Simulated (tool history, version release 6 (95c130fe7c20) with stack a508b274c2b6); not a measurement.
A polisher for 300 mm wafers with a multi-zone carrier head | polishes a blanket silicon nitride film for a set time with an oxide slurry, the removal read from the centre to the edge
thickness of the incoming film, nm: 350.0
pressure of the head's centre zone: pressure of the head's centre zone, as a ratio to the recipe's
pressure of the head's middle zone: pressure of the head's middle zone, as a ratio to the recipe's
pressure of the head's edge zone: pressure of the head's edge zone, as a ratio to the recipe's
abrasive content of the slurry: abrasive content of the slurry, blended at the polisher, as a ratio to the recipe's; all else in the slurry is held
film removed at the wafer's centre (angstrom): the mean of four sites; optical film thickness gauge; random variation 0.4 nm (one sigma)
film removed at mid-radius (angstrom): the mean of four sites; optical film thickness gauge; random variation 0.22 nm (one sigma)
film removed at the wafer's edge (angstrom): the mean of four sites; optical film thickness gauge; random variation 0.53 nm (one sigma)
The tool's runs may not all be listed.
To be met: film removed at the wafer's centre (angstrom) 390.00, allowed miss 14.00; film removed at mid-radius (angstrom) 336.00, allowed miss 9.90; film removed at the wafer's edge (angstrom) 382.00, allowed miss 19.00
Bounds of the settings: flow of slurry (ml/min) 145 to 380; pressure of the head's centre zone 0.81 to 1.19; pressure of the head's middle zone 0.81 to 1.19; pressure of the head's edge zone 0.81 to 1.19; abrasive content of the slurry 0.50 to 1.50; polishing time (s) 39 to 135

run  hour  flow of slurry (ml/min)  pressure of the head's centre zone  pressure of the head's middle zone  pressure of the head's edge zone  abrasive content of the slurry  polishing time (s)  film removed at the wafer's centre (angstrom)  film removed at mid-radius (angstrom)  film removed at the wafer's edge (angstrom)
  1   0.0                      245                                1.00                                1.00                              1.00                            1.00                  87                                         523.49                                 545.35                                       528.43
  2   8.3                      245                                1.00                                1.00                              1.00                            1.20                  87                                         570.07                                 580.00                                       559.76
  3  15.3                      245                                1.00                                0.94                              1.00                            1.20                  87                                         575.25                                 558.48                                       560.06
  4  23.9                      240                                1.01                                0.91                              1.00                            1.05                  84                                         517.63                                 485.80                                       506.67
  5  29.4                      235                                1.01                                0.89                              0.99                            0.95                  83                                         489.18                                 447.18                                       478.05
  6  37.4                      235                                1.01                                0.96                              0.99                            0.95                  83                                         494.49                                 484.40                                       466.22
  7  42.1                      230                                1.01                                0.93                              1.00                            0.85                  82                                         451.51                                 436.99                                       442.59
  8  46.0                      220                                1.01                                0.90                              1.00                            0.80                  82                                         434.87                                 406.08                                       431.96
  9  49.2                      210                                1.01                                0.88                              0.99                            0.75                  82                                         417.17                                 385.62                                       398.60
 10  54.1                      200                                1.01                                0.86                              1.00                            0.75                  82                                         419.90                                 374.75                                       410.63
 11  56.5                      195                                1.01                                0.85                              0.99                            0.75                  82                                         416.99                                 372.42                                       417.27
 12  58.3                      195                                1.01                                0.84                              0.98                            0.70                  82                                         400.09                                 353.94                                       387.79
 13  63.3                      190                                1.01                                0.83                              0.98                            0.70                  82                                         399.14                                 346.64                                       390.44

Which of these 5 next moves meets every target?
  A  68.3                      230                                1.05                                0.93                              0.91                            0.85                  69                                              ?                                      ?                                            ?
  B  68.3                      215                                1.01                                0.84                              0.97                            0.75                  79                                              ?                                      ?                                            ?
  C  68.3                      145                                0.96                                0.83                              0.95                            0.65                  94                                              ?                                      ?                                            ?
  D  68.3                      205                                0.99                                0.93                              0.93                            0.60                  87                                              ?                                      ?                                            ?
  E  68.3                      235                                1.00                                0.81                              0.98                            0.55                  91                                              ?                                      ?                                            ?

move  film removed at the wafer's centre (angstrom)  film removed at mid-radius (angstrom)  film removed at the wafer's edge (angstrom)
   A                                         390.01                                 362.81                                       354.87
   B                                         398.19                                 353.80                                       388.93
   C                                         381.89                                 355.83                                       399.57
   D                                         375.01                                 369.47                                       366.46
   E                                         383.09                                 333.12                                       377.94
A: further off than the last run
B: further off than the last run
C: further off than the last run
D: further off than the last run
E: meets every target
The right move is E.
